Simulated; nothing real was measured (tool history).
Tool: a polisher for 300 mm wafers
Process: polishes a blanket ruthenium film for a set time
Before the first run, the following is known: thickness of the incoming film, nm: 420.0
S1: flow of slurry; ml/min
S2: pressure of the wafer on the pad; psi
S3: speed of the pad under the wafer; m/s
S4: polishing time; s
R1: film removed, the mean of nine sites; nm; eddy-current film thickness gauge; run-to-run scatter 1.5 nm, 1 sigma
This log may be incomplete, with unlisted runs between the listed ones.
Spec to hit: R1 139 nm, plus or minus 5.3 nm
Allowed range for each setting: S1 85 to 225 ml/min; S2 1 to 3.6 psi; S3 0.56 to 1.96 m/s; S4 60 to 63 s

{"run": 1, "hour": 0.0, "S1": 145, "S2": 2.3, "S3": 1.26, "S4": 60, "R1": 81.952}
{"run": 2, "hour": 5.3, "S1": 145, "S2": 2.3, "S3": 1.26, "S4": 60, "R1": 81.944}
{"run": 3, "hour": 10.8, "S1": 150, "S2": 2.6, "S3": 1.26, "S4": 60, "R1": 89.243}
{"run": 4, "hour": 18.5, "S1": 150, "S2": 2.6, "S3": 1.04, "S4": 60, "R1": 80.098}
{"run": 5, "hour": 26.0, "S1": 150, "S2": 2.9, "S3": 1.12, "S4": 60, "R1": 90.177}
{"run": 6, "hour": 28.5, "S1": 150, "S2": 2.3, "S3": 1.12, "S4": 60, "R1": 76.763}
{"run": 7, "hour": 33.4, "S1": 155, "S2": 2.6, "S3": 1.2, "S4": 60, "R1": 88.573}
{"run": 8, "hour": 39.2, "S1": 165, "S2": 2.9, "S3": 1.22, "S4": 60, "R1": 97.959}
{"run": 9, "hour": 44.5, "S1": 165, "S2": 3.1, "S3": 1.28, "S4": 60, "R1": 107.1}
{"run": 10, "hour": 46.6, "S1": 165, "S2": 3.2, "S3": 1.32, "S4": 60, "R1": 113.72}
{"run": 11, "hour": 53.7, "S1": 165, "S2": 3.3, "S3": 1.36, "S4": 60, "R1": 114.59}
{"run": 12, "hour": 57.5, "S1": 170, "S2": 3.4, "S3": 1.4, "S4": 60, "R1": 124.51}
{"run": 13, "hour": 60.3, "S1": 175, "S2": 3.5, "S3": 1.42, "S4": 60, "R1": 129.49}

Pick the move, out of 5, that brings all results within their allowed miss; only one does.
{"run": "A", "hour": 63.1, "S1": 135, "S2": 3.3, "S3": 1.24, "S4": 63, "R1": "?"}
{"run": "B", "hour": 63.1, "S1": 180, "S2": 3.4, "S3": 1.3, "S4": 60, "R1": "?"}
{"run": "C", "hour": 63.1, "S1": 130, "S2": 3, "S3": 1.5, "S4": 63, "R1": "?"}
{"run": "D", "hour": 63.1, "S1": 145, "S2": 3.3, "S3": 1.4, "S4": 60, "R1": "?"}
{"run": "E", "hour": 63.1, "S1": 175, "S2": 3.6, "S3": 1.4, "S4": 63, "R1": "?"}

move=A R1=112.55
move=B R1=118.09
move=C R1=118.63
move=D R1=118.21
move=E R1=137.12
A: the biggest miss grows against the last run
B: the biggest miss grows against the last run
C: the biggest miss grows against the last run
D: the biggest miss grows against the last run
E: each result inside its tolerance
E meets every target.
